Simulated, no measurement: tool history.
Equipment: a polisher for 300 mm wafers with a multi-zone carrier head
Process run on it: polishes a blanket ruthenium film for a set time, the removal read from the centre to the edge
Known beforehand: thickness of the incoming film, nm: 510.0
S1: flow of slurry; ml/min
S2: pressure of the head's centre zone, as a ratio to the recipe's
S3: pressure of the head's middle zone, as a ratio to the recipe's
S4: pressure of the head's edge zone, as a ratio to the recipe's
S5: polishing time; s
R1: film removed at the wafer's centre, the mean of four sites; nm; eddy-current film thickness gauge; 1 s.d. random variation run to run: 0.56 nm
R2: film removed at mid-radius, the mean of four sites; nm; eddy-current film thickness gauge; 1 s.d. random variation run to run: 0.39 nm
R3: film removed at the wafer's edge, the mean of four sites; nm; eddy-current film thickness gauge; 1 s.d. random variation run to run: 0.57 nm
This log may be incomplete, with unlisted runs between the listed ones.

run	hour	S1	S2	S3	S4	S5	R1	R2	R3
1	0	130	1	1	1	53	28.044	29.228	28.86
2	9	130	1	0.99	1.02	55	30.476	29.893	30.03
3	16.8	130	0.98	0.98	1.04	57	30.105	31.31	31.852
4	24.7	135	0.98	0.97	1.06	58	30.728	31.522	32.308
5	27.2	135	1.05	0.97	1.06	58	32.225	31.647	33.418
6	32.6	135	1.06	0.97	1.07	59	35.091	32.245	32.966
7	40.4	135	1.06	0.97	1.07	59	34.333	32.327	32.965
8	48	140	1.05	0.96	1.08	60	34.386	32.625	34.545

The next listed run, before its measurement:
9	53.6	145	1.05	0.96	1.09	61	?	?	?

{"run 9": {"R1": 35.43, "R2": 32.516, "R3": 35.001}}
